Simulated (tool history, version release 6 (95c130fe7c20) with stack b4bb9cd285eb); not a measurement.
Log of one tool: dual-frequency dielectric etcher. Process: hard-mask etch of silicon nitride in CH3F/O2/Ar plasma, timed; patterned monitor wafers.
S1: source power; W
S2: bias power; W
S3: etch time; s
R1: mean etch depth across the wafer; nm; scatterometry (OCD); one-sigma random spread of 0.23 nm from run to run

| run | hour | S1 | S2 | S3 | R1 |
|---|---|---|---|---|---|
| 1 | 0.0 | 530 | 78 | 139.5 | 103.660 |
| 2 | 7.2 | 530 | 85 | 139.5 | 107.730 |
| 3 | 8.3 | 530 | 85 | 128.5 | 98.467 |
| 4 | 12.7 | 620 | 85 | 128.5 | 104.730 |
| 5 | 16.2 | 570 | 79 | 128.5 | 99.664 |
| 6 | 23.8 | 620 | 79 | 128.5 | 102.060 |
| 7 | 32.9 | 580 | 73 | 128.5 | 96.756 |
| 8 | 39.8 | 540 | 70 | 128.5 | 92.935 |
| 9 | 43.0 | 510 | 68 | 128.5 | 89.802 |

Run 10 has not been measured yet. What should we expect?
| 10 | 49.1 | 410 | 62 | 128.5 | ? |

{"run 10": {"R1": 79.736}}
